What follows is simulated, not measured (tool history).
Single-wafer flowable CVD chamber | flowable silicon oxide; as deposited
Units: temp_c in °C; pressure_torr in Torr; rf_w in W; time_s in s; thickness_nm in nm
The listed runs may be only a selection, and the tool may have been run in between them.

run	hour	temp_c	pressure_torr	rf_w	time_s	thickness_nm
1	0.0	105	0.627	1715	516	184.93
2	7.1	105	0.704	1715	516	206.82
3	10.5	99	0.717	1720	516	266.36
4	11.8	95	0.718	1720	516	313.06
5	19.7	95	0.718	1720	532	317.95
6	25.0	101	0.718	1720	532	253.11
7	26.0	101	0.718	1720	532	253.63
8	31.9	97	0.719	1720	532	296.04
9	33.3	97	0.719	1720	532	293.40
10	34.2	93	0.719	1720	532	344.96

The next listed run, before its measurement:
11	37.5	81	0.720	1720	532	?

thickness_nm: 522.17 nm

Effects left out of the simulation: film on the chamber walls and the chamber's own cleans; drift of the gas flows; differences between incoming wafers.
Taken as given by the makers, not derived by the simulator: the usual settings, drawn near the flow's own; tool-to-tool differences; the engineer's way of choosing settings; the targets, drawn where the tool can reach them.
